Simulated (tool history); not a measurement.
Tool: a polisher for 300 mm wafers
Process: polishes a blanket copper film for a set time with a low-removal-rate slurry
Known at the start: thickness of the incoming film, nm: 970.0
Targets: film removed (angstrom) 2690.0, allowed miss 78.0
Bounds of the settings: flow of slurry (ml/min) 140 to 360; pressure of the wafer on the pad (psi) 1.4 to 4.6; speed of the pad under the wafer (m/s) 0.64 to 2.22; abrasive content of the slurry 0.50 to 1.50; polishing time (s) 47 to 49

run,hour,flow of slurry (ml/min),pressure of the wafer on the pad (psi),speed of the pad under the wafer (m/s),abrasive content of the slurry,polishing time (s),film removed (angstrom)
1,0.0,230,3.0,1.42,1.00,47,1965.2
2,0.7,230,3.0,1.30,1.00,47,1806.6
3,4.5,235,3.4,1.30,1.00,47,2067.0
4,6.8,240,3.7,1.30,1.00,47,2261.0
5,8.4,240,3.7,1.30,1.00,49,2299.9
6,13.4,240,3.9,1.30,1.00,49,2467.4
7,16.5,245,4.0,1.30,1.00,49,2571.7
8,20.1,250,4.0,1.30,1.00,49,2552.2

5 next moves are on the table. One of them brings every result within its allowed miss. Which?
A,23.7,260,4.1,1.34,1.05,48,?
B,23.7,275,4.2,1.18,1.05,47,?
C,23.7,235,3.9,1.30,1.10,49,?
D,23.7,250,3.8,1.30,1.05,49,?
E,23.7,240,3.9,1.30,1.00,49,?

move,film removed (angstrom)
A,2708.6
B,2474.1
C,2557.4
D,2489.9
E,2506.2
A: meets every target
B: further off than the last run
C: as far off as the last run
D: further off than the last run
E: further off than the last run
The right move is A.
